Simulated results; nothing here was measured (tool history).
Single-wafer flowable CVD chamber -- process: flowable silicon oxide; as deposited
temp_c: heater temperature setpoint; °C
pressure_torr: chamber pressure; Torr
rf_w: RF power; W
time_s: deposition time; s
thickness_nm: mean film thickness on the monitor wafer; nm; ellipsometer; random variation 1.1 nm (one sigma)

run  hour  temp_c  pressure_torr  rf_w  time_s  thickness_nm
  1   0.0     100          0.934  1620     421        264.97
  2   8.6      97          0.935  1620     421        287.19
  3  17.2      97          0.801  1620     421        247.43
  4  25.4      94          0.803  1620     421        271.56
  5  31.9      92          0.804  1620     421        287.94
  6  36.0      92          0.804  1620     401        273.53
  7  42.2      90          0.805  1620     401        290.65

Expected results for the next run?
  8  46.0      88          0.806  1620     401             ?

{"run 8": {"thickness_nm": 308.92}}

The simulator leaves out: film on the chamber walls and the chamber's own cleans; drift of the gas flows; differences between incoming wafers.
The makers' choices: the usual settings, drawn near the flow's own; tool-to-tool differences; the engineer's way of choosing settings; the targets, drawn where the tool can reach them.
